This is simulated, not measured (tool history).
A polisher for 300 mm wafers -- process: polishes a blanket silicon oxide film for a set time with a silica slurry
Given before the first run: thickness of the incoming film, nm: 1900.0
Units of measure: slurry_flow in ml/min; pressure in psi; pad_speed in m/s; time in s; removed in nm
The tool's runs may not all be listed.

Run 1, day 0.000: slurry_flow 225 ml/min, pressure 4.5 psi, pad_speed 1.10 m/s, slurry_solids 1.00, time 114 s. Result: removed 361.76 nm.
Run 2, day 0.358: slurry_flow 225 ml/min, pressure 4.5 psi, pad_speed 1.10 m/s, slurry_solids 0.80, time 114 s. Result: removed 320.04 nm.
Run 3, day 0.479: slurry_flow 225 ml/min, pressure 4.5 psi, pad_speed 1.36 m/s, slurry_solids 0.80, time 114 s. Result: removed 367.10 nm.
Run 4, day 0.608: slurry_flow 225 ml/min, pressure 4.5 psi, pad_speed 1.36 m/s, slurry_solids 0.95, time 114 s. Result: removed 396.16 nm.
Run 5, day 0.842: slurry_flow 225 ml/min, pressure 4.7 psi, pad_speed 1.36 m/s, slurry_solids 0.95, time 114 s. Result: removed 410.94 nm.
Run 6, day 0.967: slurry_flow 225 ml/min, pressure 4.9 psi, pad_speed 1.36 m/s, slurry_solids 0.95, time 114 s. Result: removed 452.73 nm.
Run 7, day 1.154: slurry_flow 225 ml/min, pressure 5.0 psi, pad_speed 1.36 m/s, slurry_solids 0.95, time 114 s. Result: removed 451.54 nm.
Run 8, day 1.458: slurry_flow 225 ml/min, pressure 5.1 psi, pad_speed 1.36 m/s, slurry_solids 0.95, time 114 s. Result: removed 465.04 nm.

Predict the results of run 9:
Run 9, day 1.533: slurry_flow 225 ml/min, pressure 5.2 psi, pad_speed 1.36 m/s, slurry_solids 0.95, time 114 s. Result: removed ?.

removed: 450.46 nm
